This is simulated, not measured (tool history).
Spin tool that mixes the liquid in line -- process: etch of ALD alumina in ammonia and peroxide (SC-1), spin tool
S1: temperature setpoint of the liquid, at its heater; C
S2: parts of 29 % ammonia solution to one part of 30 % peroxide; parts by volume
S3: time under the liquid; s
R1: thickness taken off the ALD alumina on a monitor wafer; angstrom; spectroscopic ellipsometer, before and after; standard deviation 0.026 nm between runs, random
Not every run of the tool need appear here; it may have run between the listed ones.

| run | hour | S1 | S2 | S3 | R1 |
|---|---|---|---|---|---|
| 1 | 0 | 62 | 0.75 | 50 | 39.856 |
| 2 | 3 | 61 | 0.75 | 50 | 37.982 |
| 3 | 5 | 66 | 0.75 | 50 | 48.89 |
| 4 | 11.4 | 64 | 0.75 | 50 | 43.521 |
| 5 | 16.3 | 62.5 | 0.75 | 50 | 41.087 |
| 6 | 23.4 | 68.5 | 0.75 | 50 | 55.733 |
| 7 | 28.7 | 66 | 0.75 | 50 | 48.971 |
|  | 32.3 | heated supply line repaired |
| 8 | 32.3 | 64 | 0.75 | 50 | 54.122 |
| 9 | 34.5 | 61 | 0.75 | 50 | 45.893 |
| 10 | 35.9 | 57.5 | 0.7 | 50 | 38.052 |
| 11 | 39.8 | 56.5 | 0.7 | 50 | 37.239 |
| 12 | 43.2 | 55.5 | 0.7 | 50 | 34.445 |

Run 13 has not been measured yet. What should we expect?
| 13 | 50.8 | 55.5 | 0.7 | 50 | ? |

Run 13 produced R1 34.657 angstrom.
